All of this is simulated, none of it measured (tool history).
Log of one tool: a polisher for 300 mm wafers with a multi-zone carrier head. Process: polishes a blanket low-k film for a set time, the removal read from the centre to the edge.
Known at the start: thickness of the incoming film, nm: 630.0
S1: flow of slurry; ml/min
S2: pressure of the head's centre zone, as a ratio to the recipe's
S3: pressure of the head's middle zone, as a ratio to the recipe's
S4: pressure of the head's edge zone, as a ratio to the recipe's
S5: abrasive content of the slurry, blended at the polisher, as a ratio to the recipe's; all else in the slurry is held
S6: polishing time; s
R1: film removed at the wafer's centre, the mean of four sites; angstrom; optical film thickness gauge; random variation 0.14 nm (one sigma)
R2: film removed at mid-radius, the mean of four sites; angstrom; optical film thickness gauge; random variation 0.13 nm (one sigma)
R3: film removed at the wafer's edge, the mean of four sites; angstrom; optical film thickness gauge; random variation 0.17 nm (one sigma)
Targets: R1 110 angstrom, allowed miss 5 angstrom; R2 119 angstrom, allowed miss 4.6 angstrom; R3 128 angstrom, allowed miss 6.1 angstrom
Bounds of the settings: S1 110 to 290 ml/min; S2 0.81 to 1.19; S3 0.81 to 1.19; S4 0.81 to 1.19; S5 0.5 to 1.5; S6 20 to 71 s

| run | hour | S1 | S2 | S3 | S4 | S5 | S6 | R1 | R2 | R3 |
|---|---|---|---|---|---|---|---|---|---|---|
| 1 | 0 | 185 | 1 | 1 | 1 | 1 | 45 | 137.13 | 137.07 | 141.76 |
| 2 | 6.3 | 185 | 1 | 1 | 1.04 | 1 | 45 | 133.09 | 136.44 | 142.23 |
| 3 | 12.1 | 180 | 0.98 | 0.99 | 1.04 | 0.95 | 45 | 128.69 | 132.84 | 139.06 |
| 4 | 13.5 | 200 | 0.98 | 0.99 | 1.04 | 0.95 | 45 | 129.1 | 135.88 | 142.63 |
| 5 | 19.2 | 200 | 0.91 | 0.99 | 1.04 | 0.95 | 45 | 122.92 | 133.44 | 137.43 |
|  | 22.8 | worn pad replaced by a new one |
| 6 | 22.8 | 200 | 0.84 | 0.99 | 1.04 | 0.95 | 45 | 129.65 | 152.62 | 161.37 |
| 7 | 24.4 | 200 | 0.86 | 0.99 | 1.05 | 0.9 | 45 | 129.58 | 147.62 | 155.91 |
| 8 | 27.5 | 200 | 0.86 | 0.98 | 1.05 | 0.85 | 44 | 121.71 | 137.78 | 142.74 |
| 9 | 35.6 | 200 | 0.86 | 0.97 | 1.06 | 0.8 | 44 | 111.83 | 130.61 | 137.04 |
| 10 | 42.5 | 200 | 0.88 | 0.96 | 1.06 | 0.8 | 44 | 113.79 | 128.51 | 135.23 |
| 11 | 48.7 | 200 | 0.89 | 0.95 | 1.06 | 0.8 | 44 | 117.71 | 126.94 | 138.43 |

Which of these 5 next moves meets every target?
| A | 54.9 | 140 | 0.81 | 0.93 | 1.09 | 0.8 | 48 | ? | ? | ? |
| B | 54.9 | 230 | 1.09 | 0.94 | 0.94 | 0.75 | 43 | ? | ? | ? |
| C | 54.9 | 190 | 0.81 | 1.02 | 1.08 | 0.8 | 42 | ? | ? | ? |
| D | 54.9 | 145 | 0.88 | 0.93 | 0.98 | 0.65 | 53 | ? | ? | ? |
| E | 54.9 | 225 | 1.03 | 1.13 | 0.91 | 0.7 | 47 | ? | ? | ? |

| move | R1 | R2 | R3 |
|---|---|---|---|
| A | 110.22 | 130.69 | 148.28 |
| B | 134.97 | 118.58 | 122.2 |
| C | 101.02 | 128.21 | 132.87 |
| D | 108.51 | 118.24 | 127.17 |
| E | 130.13 | 140.31 | 122.53 |
A: further off than the last run
B: brings the result that was furthest off to its target, and leaves another outside
C: further off than the last run
D: meets every target
E: further off than the last run
Move D is the one to make.

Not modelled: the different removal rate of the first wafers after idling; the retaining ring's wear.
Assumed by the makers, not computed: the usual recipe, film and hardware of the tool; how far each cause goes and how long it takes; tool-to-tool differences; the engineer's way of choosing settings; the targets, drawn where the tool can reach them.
